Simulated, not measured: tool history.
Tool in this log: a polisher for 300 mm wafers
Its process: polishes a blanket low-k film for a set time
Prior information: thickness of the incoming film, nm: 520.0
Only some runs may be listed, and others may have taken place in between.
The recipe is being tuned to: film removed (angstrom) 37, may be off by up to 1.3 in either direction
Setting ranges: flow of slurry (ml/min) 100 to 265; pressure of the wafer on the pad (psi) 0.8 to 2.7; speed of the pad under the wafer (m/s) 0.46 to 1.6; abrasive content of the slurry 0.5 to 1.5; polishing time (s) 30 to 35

| run | hour | flow of slurry (ml/min) | pressure of the wafer on the pad (psi) | speed of the pad under the wafer (m/s) | abrasive content of the slurry | polishing time (s) | film removed (angstrom) |
|---|---|---|---|---|---|---|---|
| 1 | 0 | 170 | 1.7 | 1.02 | 1 | 35 | 101.91 |
| 2 | 7.2 | 170 | 1.6 | 0.92 | 1 | 35 | 87.867 |
| 3 | 9.2 | 170 | 1.6 | 0.92 | 0.8 | 35 | 75.721 |
| 4 | 13.5 | 170 | 1.5 | 0.88 | 0.8 | 35 | 67.898 |
| 5 | 18.2 | 170 | 1.5 | 0.88 | 0.95 | 35 | 78.308 |
|  | 22.6 | slurry nozzle cleaned |
| 6 | 22.6 | 170 | 1.5 | 0.78 | 0.95 | 35 | 75.223 |
| 7 | 29.7 | 170 | 1.4 | 0.72 | 0.95 | 35 | 67.157 |
| 8 | 36.7 | 170 | 1.3 | 0.68 | 0.95 | 35 | 59.216 |
| 9 | 44.8 | 170 | 1.2 | 0.66 | 0.95 | 35 | 54.193 |
| 10 | 52 | 170 | 1.1 | 0.64 | 0.95 | 35 | 48.918 |
| 11 | 53.2 | 170 | 1.1 | 0.64 | 0.95 | 35 | 49.176 |
| 12 | 53.9 | 165 | 0.9 | 0.6 | 0.95 | 35 | 39.151 |
| 13 | 60.7 | 160 | 0.9 | 0.6 | 0.95 | 35 | 39.132 |

4 candidate next runs follow, results not yet known. Just one meets every target within its allowed miss. Identify it.
| A | 67.5 | 185 | 1.1 | 0.48 | 1.1 | 32 | ? |
| B | 67.5 | 165 | 0.9 | 0.62 | 0.95 | 35 | ? |
| C | 67.5 | 165 | 1.3 | 0.54 | 0.7 | 35 | ? |
| D | 67.5 | 160 | 0.9 | 0.7 | 0.9 | 35 | ? |

| move | film removed (angstrom) |
|---|---|
| A | 39.376 |
| B | 39.713 |
| C | 36.827 |
| D | 41.778 |
A: the biggest miss grows against the last run
B: the biggest miss grows against the last run
C: every result within its allowed miss
D: the biggest miss grows against the last run
The right move is C.
